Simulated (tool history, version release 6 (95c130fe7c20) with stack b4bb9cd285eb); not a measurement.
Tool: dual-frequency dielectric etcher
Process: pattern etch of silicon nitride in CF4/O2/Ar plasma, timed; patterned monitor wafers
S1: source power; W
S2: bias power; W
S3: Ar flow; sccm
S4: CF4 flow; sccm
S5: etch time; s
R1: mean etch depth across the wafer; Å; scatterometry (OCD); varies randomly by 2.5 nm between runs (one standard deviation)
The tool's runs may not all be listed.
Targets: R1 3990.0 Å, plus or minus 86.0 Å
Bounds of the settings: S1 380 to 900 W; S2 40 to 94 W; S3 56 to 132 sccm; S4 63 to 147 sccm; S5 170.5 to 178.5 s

run	day	S1	S2	S3	S4	S5	R1
1	0.000	640	67	94	105	170.5	4409.5
2	0.112	620	67	94	105	170.5	4290.3
3	0.475	610	67	94	105	170.5	4197.7
4	0.712	610	67	94	112	170.5	4219.6
5	0.996	680	67	94	112	170.5	4727.6
6	1.246	650	67	94	112	170.5	4518.5
7	1.542	630	67	94	112	170.5	4394.8
8	1.738	610	67	94	112	170.5	4249.6
9	1.800	600	67	94	112	170.5	4153.6
10	1.904	590	67	94	112	170.5	4071.5

Pick the move, out of 5, that brings all results within their allowed miss; only one does.
A	2.008	580	69	89	113	173.0	?
B	2.008	530	87	105	97	173.0	?
C	2.008	570	65	81	116	172.0	?
D	2.008	590	62	86	120	178.5	?
E	2.008	590	71	102	103	170.5	?

move	R1
A	4171.8
B	4182.2
C	3991.6
D	4158.4
E	4145.0
A: misses by more than the last run did
B: misses by more than the last run did
C: all results land within tolerance of their targets
D: misses by more than the last run did
E: misses by more than the last run did
Move C is the one to make.
